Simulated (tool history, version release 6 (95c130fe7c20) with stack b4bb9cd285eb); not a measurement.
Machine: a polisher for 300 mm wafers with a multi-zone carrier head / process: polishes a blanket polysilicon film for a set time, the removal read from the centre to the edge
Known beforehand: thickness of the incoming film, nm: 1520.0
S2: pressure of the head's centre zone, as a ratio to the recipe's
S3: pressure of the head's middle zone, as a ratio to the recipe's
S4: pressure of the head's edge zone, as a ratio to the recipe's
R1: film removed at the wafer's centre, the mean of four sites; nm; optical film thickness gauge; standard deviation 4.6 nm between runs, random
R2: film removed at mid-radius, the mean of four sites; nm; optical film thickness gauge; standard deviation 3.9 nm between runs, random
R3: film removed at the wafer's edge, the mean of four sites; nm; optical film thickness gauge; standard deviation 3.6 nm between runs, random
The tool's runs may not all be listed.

Run 1, day 0: flow of slurry (ml/min) 160, S2 1, S3 1, S4 1, polishing time (s) 70. Result: R1 283.37 nm, R2 263 nm, R3 262.08 nm.
Run 2, day 0.142: flow of slurry (ml/min) 160, S2 1, S3 1, S4 1, polishing time (s) 57. Result: R1 222.5 nm, R2 213.51 nm, R3 216.23 nm.
Run 3, day 0.421: flow of slurry (ml/min) 130, S2 1, S3 1, S4 1, polishing time (s) 57. Result: R1 214.51 nm, R2 208.14 nm, R3 207.58 nm.
Run 4, day 0.646: flow of slurry (ml/min) 130, S2 1, S3 1, S4 1.05, polishing time (s) 57. Result: R1 213.05 nm, R2 208.21 nm, R3 209.64 nm.
At day 0.762: centre zone pressure recalibrated.
Run 5, day 0.762: flow of slurry (ml/min) 130, S2 1, S3 1, S4 1.09, polishing time (s) 57. Result: R1 203.61 nm, R2 207.74 nm, R3 212.59 nm.
Run 6, day 0.946: flow of slurry (ml/min) 130, S2 1, S3 1, S4 1.09, polishing time (s) 64. Result: R1 232.16 nm, R2 231.09 nm, R3 245.6 nm.
Run 7, day 1.079: flow of slurry (ml/min) 140, S2 1.02, S3 1.02, S4 1.1, polishing time (s) 66. Result: R1 246.84 nm, R2 245.38 nm, R3 254.58 nm.
Run 8, day 1.221: flow of slurry (ml/min) 150, S2 1.04, S3 1.04, S4 1.1, polishing time (s) 67. Result: R1 257.58 nm, R2 262.07 nm, R3 255.06 nm.
Run 9, day 1.271: flow of slurry (ml/min) 150, S2 1.04, S3 1.04, S4 1.1, polishing time (s) 67. Result: R1 257.33 nm, R2 254.97 nm, R3 261.16 nm.
Run 10, day 1.325: flow of slurry (ml/min) 160, S2 1.06, S3 1.05, S4 1.1, polishing time (s) 68. Result: R1 267.17 nm, R2 264.24 nm, R3 266.05 nm.
Run 11, day 1.533: flow of slurry (ml/min) 165, S2 1.07, S3 1.06, S4 1.1, polishing time (s) 69. Result: R1 275.28 nm, R2 279.11 nm, R3 271.85 nm.
Run 12, day 1.821: flow of slurry (ml/min) 170, S2 1.08, S3 1.06, S4 1.1, polishing time (s) 70. Result: R1 284.81 nm, R2 288.06 nm, R3 280.7 nm.
Run 13, day 2.138: flow of slurry (ml/min) 175, S2 1.1, S3 1.06, S4 1.1, polishing time (s) 70. Result: R1 291.63 nm, R2 282.37 nm, R3 275.4 nm.
Run 14, day 2.5: flow of slurry (ml/min) 180, S2 1.11, S3 1.06, S4 1.11, polishing time (s) 71. Result: R1 302.69 nm, R2 290.25 nm, R3 287 nm.
Run 15, day 2.862: flow of slurry (ml/min) 185, S2 1.12, S3 1.06, S4 1.11, polishing time (s) 71. Result: R1 301.7 nm, R2 292.27 nm, R3 286.38 nm.
Run 16, day 2.892: flow of slurry (ml/min) 190, S2 1.13, S3 1.06, S4 1.11, polishing time (s) 72. Result: R1 311.3 nm, R2 293.98 nm, R3 290.44 nm.
Run 17, day 3.125: flow of slurry (ml/min) 195, S2 1.14, S3 1.06, S4 1.11, polishing time (s) 73. Result: R1 317.38 nm, R2 301.58 nm, R3 287.68 nm.
Run 18, day 3.421: flow of slurry (ml/min) 195, S2 1.14, S3 1.06, S4 1.12, polishing time (s) 74. Result: R1 315.66 nm, R2 301.83 nm, R3 299.86 nm.

Run 19 is up next; what results do you expect?
Run 19, day 3.708: flow of slurry (ml/min) 195, S2 1.15, S3 1.06, S4 1.12, polishing time (s) 75. Result: R1 ?, R2 ?, R3 ?.

R1: 328.78 nm
R2: 310.89 nm
R3: 302.9 nm

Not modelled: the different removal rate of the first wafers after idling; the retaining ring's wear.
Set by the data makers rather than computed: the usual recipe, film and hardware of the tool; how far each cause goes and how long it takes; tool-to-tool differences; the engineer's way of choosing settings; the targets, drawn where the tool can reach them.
